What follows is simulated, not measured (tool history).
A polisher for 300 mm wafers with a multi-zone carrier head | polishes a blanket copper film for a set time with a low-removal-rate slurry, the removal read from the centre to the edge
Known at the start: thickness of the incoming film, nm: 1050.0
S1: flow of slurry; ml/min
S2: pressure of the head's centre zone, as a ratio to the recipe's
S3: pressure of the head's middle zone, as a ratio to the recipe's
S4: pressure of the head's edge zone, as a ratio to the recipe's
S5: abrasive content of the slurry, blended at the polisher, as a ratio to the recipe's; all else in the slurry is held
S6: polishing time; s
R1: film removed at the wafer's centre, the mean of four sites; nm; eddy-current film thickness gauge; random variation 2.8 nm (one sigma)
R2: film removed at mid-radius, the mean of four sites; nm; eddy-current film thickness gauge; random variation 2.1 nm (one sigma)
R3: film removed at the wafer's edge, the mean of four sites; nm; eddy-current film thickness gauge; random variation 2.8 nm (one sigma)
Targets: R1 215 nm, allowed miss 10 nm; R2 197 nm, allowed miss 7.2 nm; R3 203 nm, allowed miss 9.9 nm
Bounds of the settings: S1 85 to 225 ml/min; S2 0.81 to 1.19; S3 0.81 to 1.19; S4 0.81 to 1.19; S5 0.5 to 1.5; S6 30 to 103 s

run 1 hour=0 | S1=145 S2=1 S3=1 S4=1 S5=1 S6=66 | R1=258.07 R2=253.22 R3=260.08
run 2 hour=3 | S1=140 S2=1 S3=0.98 S4=0.97 S5=0.9 S6=65 | R1=242.31 R2=236.69 R3=233.87
run 3 hour=7.9 | S1=140 S2=1 S3=0.92 S4=0.97 S5=0.9 S6=65 | R1=240.19 R2=222.3 R3=240.79
run 4 hour=14 | S1=140 S2=1 S3=0.92 S4=0.97 S5=1 S6=65 | R1=244.41 R2=235.08 R3=247.36
run 5 hour=22.2 | S1=135 S2=1 S3=0.9 S4=0.95 S5=0.95 S6=65 | R1=242.6 R2=221.34 R3=234.77
run 6 hour=25.9 | S1=135 S2=1 S3=0.9 S4=0.91 S5=0.95 S6=65 | R1=246.3 R2=221.71 R3=231.4
run 7 hour=33.2 | S1=125 S2=0.98 S3=0.89 S4=0.9 S5=0.9 S6=65 | R1=234.92 R2=206.75 R3=228.24
run 8 hour=38.9 | S1=125 S2=0.97 S3=0.91 S4=0.89 S5=0.85 S6=64 | R1=220.65 R2=208.58 R3=213.63
run 9 hour=40.4 | S1=120 S2=0.97 S3=0.91 S4=0.88 S5=0.85 S6=64 | R1=217.07 R2=205.37 R3=211.65

5 next moves are on the table. One of them brings every result within its allowed miss. Which?
run A hour=41.9 | S1=155 S2=0.96 S3=0.95 S4=0.86 S5=0.85 S6=60 | R1=? R2=? R3=?
run B hour=41.9 | S1=130 S2=0.97 S3=0.89 S4=0.86 S5=0.65 S6=68 | R1=? R2=? R3=?
run C hour=41.9 | S1=125 S2=0.87 S3=0.82 S4=0.95 S5=0.95 S6=68 | R1=? R2=? R3=?
run D hour=41.9 | S1=100 S2=0.91 S3=1 S4=0.87 S5=0.8 S6=70 | R1=? R2=? R3=?
run E hour=41.9 | S1=95 S2=0.92 S3=0.85 S4=0.96 S5=1 S6=65 | R1=? R2=? R3=?

move=A R1=211.55 R2=210.66 R3=206.31
move=B R1=210.38 R2=198.23 R3=207.44
move=C R1=220.63 R2=208.64 R3=245.37
move=D R1=205.16 R2=224.38 R3=218.85
move=E R1=201.6 R2=191.97 R3=226.18
A: further off than the last run
B: meets every target
C: further off than the last run
D: further off than the last run
E: brings the result that was furthest off to its target, and leaves another outside
Answer: B

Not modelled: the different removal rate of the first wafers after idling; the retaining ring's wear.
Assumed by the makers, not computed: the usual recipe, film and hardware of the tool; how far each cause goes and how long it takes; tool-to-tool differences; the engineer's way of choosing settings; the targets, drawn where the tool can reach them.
